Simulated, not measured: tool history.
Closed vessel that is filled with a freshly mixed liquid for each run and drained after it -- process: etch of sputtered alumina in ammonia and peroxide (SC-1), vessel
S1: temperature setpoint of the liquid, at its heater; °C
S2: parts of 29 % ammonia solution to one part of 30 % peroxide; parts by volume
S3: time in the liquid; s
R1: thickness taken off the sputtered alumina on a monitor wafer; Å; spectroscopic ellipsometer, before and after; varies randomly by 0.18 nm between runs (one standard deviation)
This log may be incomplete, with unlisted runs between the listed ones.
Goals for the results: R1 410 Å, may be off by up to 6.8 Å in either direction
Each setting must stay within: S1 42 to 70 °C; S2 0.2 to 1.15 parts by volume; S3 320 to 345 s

run  hour    S1    S2   S3      R1
  1     0    58  0.65  320  279.95
  2   5.1  54.5  0.65  320   236.7
  3  11.2    57  0.65  320  266.71
  4    17    59  0.65  320  296.32
     23.3  -- new drum of ammonia solution connected
  5  23.3    59  0.65  345  321.54
  6    31    60  0.65  345  337.82
  7  36.5    61  0.65  345  357.81
  8  38.9    61  0.65  345  355.77
  9  40.6  61.5  0.65  345  366.87
 10  47.3    62  0.65  345  373.13
 11  55.1  62.5  0.65  345  384.43
 12  56.8    63  0.65  345  396.78

Which of these 5 next moves meets every target?
  A  58.5  63  0.75  335   ?
  B  58.5  64   0.6  320   ?
  C  58.5  64  0.55  330   ?
  D  58.5  65  0.65  325   ?
  E  58.5  63   0.5  335   ?

move      R1
   A  389.68
   B   383.2
   C  391.94
   D  412.17
   E  375.03
A: the biggest miss grows against the last run
B: the biggest miss grows against the last run
C: the biggest miss grows against the last run
D: every result lands within tolerance
E: the biggest miss grows against the last run
Go with D: it meets all targets.
